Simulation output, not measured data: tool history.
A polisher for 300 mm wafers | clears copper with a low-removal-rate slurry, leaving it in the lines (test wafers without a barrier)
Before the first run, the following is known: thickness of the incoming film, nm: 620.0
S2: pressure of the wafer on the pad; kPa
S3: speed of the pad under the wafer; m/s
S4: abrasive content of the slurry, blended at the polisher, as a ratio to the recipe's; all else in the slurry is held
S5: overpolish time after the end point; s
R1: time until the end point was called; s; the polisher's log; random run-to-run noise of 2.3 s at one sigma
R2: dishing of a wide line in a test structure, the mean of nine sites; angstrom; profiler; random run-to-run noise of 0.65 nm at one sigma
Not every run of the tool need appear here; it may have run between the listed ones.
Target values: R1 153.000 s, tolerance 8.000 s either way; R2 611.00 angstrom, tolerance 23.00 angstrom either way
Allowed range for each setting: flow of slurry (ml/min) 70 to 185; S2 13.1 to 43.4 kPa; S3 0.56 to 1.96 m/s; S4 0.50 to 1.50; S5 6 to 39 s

run 1 hour=0.0 | flow_of_slurry_(ml/min)=120 S2=28.3 S3=1.26 S4=1.00 S5=20 | R1=99.699 R2=708.69
run 2 hour=3.2 | flow_of_slurry_(ml/min)=115 S2=26.9 S3=1.26 S4=1.00 S5=21 | R1=104.690 R2=701.11
run 3 hour=10.3 | flow_of_slurry_(ml/min)=115 S2=21.4 S3=1.26 S4=1.00 S5=21 | R1=134.380 R2=580.42
run 4 hour=13.0 | flow_of_slurry_(ml/min)=115 S2=21.4 S3=1.44 S4=1.00 S5=21 | R1=120.080 R2=644.86
run 5 hour=21.4 | flow_of_slurry_(ml/min)=115 S2=25.5 S3=1.44 S4=1.00 S5=21 | R1=97.632 R2=751.54
run 6 hour=28.1 | flow_of_slurry_(ml/min)=115 S2=25.5 S3=1.68 S4=1.00 S5=21 | R1=86.290 R2=840.78
run 7 hour=33.4 | flow_of_slurry_(ml/min)=110 S2=23.4 S3=1.68 S4=1.00 S5=22 | R1=93.517 R2=794.40
run 8 hour=38.9 | flow_of_slurry_(ml/min)=105 S2=22.1 S3=1.68 S4=1.00 S5=23 | R1=100.250 R2=787.00
-- hour=40.3 slurry blender recalibrated
run 9 hour=40.3 | flow_of_slurry_(ml/min)=100 S2=20.7 S3=1.68 S4=1.00 S5=23 | R1=104.060 R2=750.50
run 10 hour=45.5 | flow_of_slurry_(ml/min)=100 S2=19.3 S3=1.66 S4=1.00 S5=23 | R1=114.790 R2=702.07
run 11 hour=54.1 | flow_of_slurry_(ml/min)=100 S2=19.3 S3=1.66 S4=1.00 S5=23 | R1=111.110 R2=709.47
run 12 hour=57.8 | flow_of_slurry_(ml/min)=100 S2=18.6 S3=1.64 S4=1.00 S5=24 | R1=119.180 R2=697.38
run 13 hour=58.7 | flow_of_slurry_(ml/min)=100 S2=17.9 S3=1.64 S4=1.00 S5=24 | R1=121.120 R2=692.25
run 14 hour=66.4 | flow_of_slurry_(ml/min)=100 S2=17.2 S3=1.64 S4=1.00 S5=24 | R1=126.510 R2=657.52
run 15 hour=75.3 | flow_of_slurry_(ml/min)=100 S2=16.5 S3=1.64 S4=1.00 S5=24 | R1=129.010 R2=624.54
run 16 hour=76.2 | flow_of_slurry_(ml/min)=100 S2=15.9 S3=1.64 S4=1.00 S5=25 | R1=138.210 R2=641.71

4 next moves are on the table. One of them brings every result within its allowed miss. Which?
run A hour=77.1 | flow_of_slurry_(ml/min)=85 S2=19.3 S3=1.58 S4=0.95 S5=22 | R1=? R2=?
run B hour=77.1 | flow_of_slurry_(ml/min)=90 S2=17.9 S3=1.72 S4=1.00 S5=20 | R1=? R2=?
run C hour=77.1 | flow_of_slurry_(ml/min)=125 S2=15.2 S3=1.32 S4=1.35 S5=32 | R1=? R2=?
run D hour=77.1 | flow_of_slurry_(ml/min)=100 S2=13.8 S3=1.70 S4=1.00 S5=27 | R1=? R2=?

move=A R1=127.140 R2=635.19
move=B R1=121.890 R2=605.22
move=C R1=158.500 R2=696.06
move=D R1=153.070 R2=623.18
A: its largest miss is bigger than the last run's
B: its largest miss is bigger than the last run's
C: meets the target for the result that was furthest off, but another lies outside its allowed miss
D: every result lands within tolerance
Go with D: it meets all targets.
